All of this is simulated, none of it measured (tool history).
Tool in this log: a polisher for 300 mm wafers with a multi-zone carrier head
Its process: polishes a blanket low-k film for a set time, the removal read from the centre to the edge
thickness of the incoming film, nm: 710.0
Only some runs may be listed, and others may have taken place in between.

run    day  flow of slurry (ml/min)  pressure of the head's centre zone  pressure of the head's middle zone  pressure of the head's edge zone  abrasive content of the slurry  polishing time (s)  film removed at the wafer's centre (nm)  film removed at mid-radius (nm)  film removed at the wafer's edge (nm)
  1      0                      235                                   1                                   1                                 1                               1                  35                                   6.4283                           6.5104                                 6.4693
  2  0.146                      235                                   1                                0.99                              0.98                            0.95                  35                                   6.3271                           6.3619                                 6.2936
  3  0.258                      235                                   1                                0.99                              0.98                             0.8                  35                                   5.7512                            5.915                                 5.8676
  4  0.567                      235                                1.01                                0.98                              0.96                            0.75                  35                                   5.7693                           5.6317                                 5.6436
  5  0.938                      235                                1.01                                0.98                              0.96                            0.95                  35                                   6.3667                           6.2797                                 6.2542
  6  1.196                      235                                1.01                                0.98                              1.04                            0.95                  35                                   6.4053                           6.2539                                 6.5459
  7  1.512                      235                                1.01                                0.98                              1.01                             0.9                  35                                   6.1694                           6.1456                                  6.302
  8  1.679                      235                                1.01                                0.98                              0.99                            0.85                  35                                   5.9594                           5.9247                                 6.2165

Predict the results of run 9:
  9  1.8                      240                                1.02                                0.99                              0.97                             0.8                  34                                        ?                                ?                                      ?

film removed at the wafer's centre (nm): 5.7366
film removed at mid-radius (nm): 5.6737
film removed at the wafer's edge (nm): 5.6789

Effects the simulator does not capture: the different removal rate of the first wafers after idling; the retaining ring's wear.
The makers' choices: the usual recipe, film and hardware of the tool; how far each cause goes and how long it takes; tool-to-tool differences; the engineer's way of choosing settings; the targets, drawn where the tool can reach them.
